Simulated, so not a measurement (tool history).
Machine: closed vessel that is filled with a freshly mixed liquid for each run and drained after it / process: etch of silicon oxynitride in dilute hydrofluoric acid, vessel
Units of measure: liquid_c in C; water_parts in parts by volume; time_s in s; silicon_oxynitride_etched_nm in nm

Run 1, hour 0.0: liquid_c 24.0 C, water_parts 185 parts by volume, time_s 290 s. Result: silicon_oxynitride_etched_nm 2.2990 nm.
Run 2, hour 7.5: liquid_c 26.0 C, water_parts 170 parts by volume, time_s 290 s. Result: silicon_oxynitride_etched_nm 2.7637 nm.
Run 3, hour 15.9: liquid_c 27.5 C, water_parts 160 parts by volume, time_s 290 s. Result: silicon_oxynitride_etched_nm 3.1687 nm.
Run 4, hour 21.6: liquid_c 28.5 C, water_parts 150 parts by volume, time_s 290 s. Result: silicon_oxynitride_etched_nm 3.5639 nm.
Run 5, hour 31.0: liquid_c 29.5 C, water_parts 145 parts by volume, time_s 290 s. Result: silicon_oxynitride_etched_nm 3.8743 nm.
Run 6, hour 38.2: liquid_c 30.0 C, water_parts 140 parts by volume, time_s 290 s. Result: silicon_oxynitride_etched_nm 4.1072 nm.
Run 7, hour 47.1: liquid_c 30.5 C, water_parts 140 parts by volume, time_s 290 s. Result: silicon_oxynitride_etched_nm 4.2190 nm.
Run 8, hour 52.7: liquid_c 31.0 C, water_parts 140 parts by volume, time_s 290 s. Result: silicon_oxynitride_etched_nm 4.2865 nm.

Estimate the outcome of run 9 from the log above:
Run 9, hour 59.1: liquid_c 31.0 C, water_parts 135 parts by volume, time_s 290 s. Result: silicon_oxynitride_etched_nm ?.

Run 9 gave silicon_oxynitride_etched_nm 4.5225 nm.

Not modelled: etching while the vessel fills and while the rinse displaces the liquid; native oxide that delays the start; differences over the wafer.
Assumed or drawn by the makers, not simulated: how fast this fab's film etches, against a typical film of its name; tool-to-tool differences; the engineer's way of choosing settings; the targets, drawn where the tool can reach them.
